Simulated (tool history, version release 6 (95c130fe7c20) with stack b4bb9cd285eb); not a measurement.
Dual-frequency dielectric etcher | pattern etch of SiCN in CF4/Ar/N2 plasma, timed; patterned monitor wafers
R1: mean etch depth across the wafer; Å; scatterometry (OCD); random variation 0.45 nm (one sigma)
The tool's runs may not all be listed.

{"run": 1, "hour": 0.0, "source power (kW)": 0.56, "bias power (kW)": 0.049, "Ar flow (sccm)": 104, "CF4 flow (sccm)": 58, "etch time (s)": 163.5, "R1": 1393.7}
{"run": 2, "hour": 1.7, "source power (kW)": 0.46, "bias power (kW)": 0.049, "Ar flow (sccm)": 104, "CF4 flow (sccm)": 58, "etch time (s)": 163.5, "R1": 1128.3}
{"run": 3, "hour": 7.5, "source power (kW)": 0.48, "bias power (kW)": 0.049, "Ar flow (sccm)": 104, "CF4 flow (sccm)": 58, "etch time (s)": 163.5, "R1": 1188.8}
{"run": 4, "hour": 8.2, "source power (kW)": 0.48, "bias power (kW)": 0.049, "Ar flow (sccm)": 96, "CF4 flow (sccm)": 58, "etch time (s)": 163.5, "R1": 1213}
{"run": 5, "hour": 12.3, "source power (kW)": 0.49, "bias power (kW)": 0.049, "Ar flow (sccm)": 96, "CF4 flow (sccm)": 58, "etch time (s)": 163.5, "R1": 1230.5}
{"run": 6, "hour": 16.5, "source power (kW)": 0.42, "bias power (kW)": 0.049, "Ar flow (sccm)": 96, "CF4 flow (sccm)": 58, "etch time (s)": 163.5, "R1": 1046.3}
{"run": 7, "hour": 23.5, "source power (kW)": 0.45, "bias power (kW)": 0.049, "Ar flow (sccm)": 96, "CF4 flow (sccm)": 58, "etch time (s)": 163.5, "R1": 1128.9}
{"run": 8, "hour": 24.6, "source power (kW)": 0.47, "bias power (kW)": 0.049, "Ar flow (sccm)": 96, "CF4 flow (sccm)": 58, "etch time (s)": 163.5, "R1": 1182.7}
{"run": 9, "hour": 25.2, "source power (kW)": 0.48, "bias power (kW)": 0.049, "Ar flow (sccm)": 96, "CF4 flow (sccm)": 58, "etch time (s)": 163.5, "R1": 1203.5}

Forecast run 10:
{"run": 10, "hour": 29.4, "source power (kW)": 0.49, "bias power (kW)": 0.049, "Ar flow (sccm)": 96, "CF4 flow (sccm)": 58, "etch time (s)": 163.5, "R1": "?"}

Run 10 gave R1 1231.9 Å.
